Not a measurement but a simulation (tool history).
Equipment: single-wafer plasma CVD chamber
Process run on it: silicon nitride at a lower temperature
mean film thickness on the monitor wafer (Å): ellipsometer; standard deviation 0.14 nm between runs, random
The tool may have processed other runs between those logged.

run  hour  heater temperature setpoint (K)  chamber pressure (Torr)  RF power (kW)  deposition time (s)  mean film thickness on the monitor wafer (Å)
  1   0.0                           618.15                     1.72          0.375                 28.1                                        362.03
  2   2.9                           624.15                     1.72          0.375                 28.1                                        363.25
  3   6.4                           630.15                     1.72          0.375                 28.1                                        364.09
  4  10.6                           630.15                     1.61          0.365                 28.0                                        348.78
  5  17.0                           638.15                     1.61          0.365                 28.0                                        347.18
     20.9  -- RF generator calibrated
  6  20.9                           638.15                     1.53          0.360                 28.0                                        345.09
  7  23.3                           638.15                     1.49          0.350                 27.9                                        331.42

Estimate the outcome of run 8 from the log above:
  8  29.6                           638.15                     1.46          0.350                 27.9                                             ?

Run 8 yielded mean film thickness on the monitor wafer (Å) 328.85.

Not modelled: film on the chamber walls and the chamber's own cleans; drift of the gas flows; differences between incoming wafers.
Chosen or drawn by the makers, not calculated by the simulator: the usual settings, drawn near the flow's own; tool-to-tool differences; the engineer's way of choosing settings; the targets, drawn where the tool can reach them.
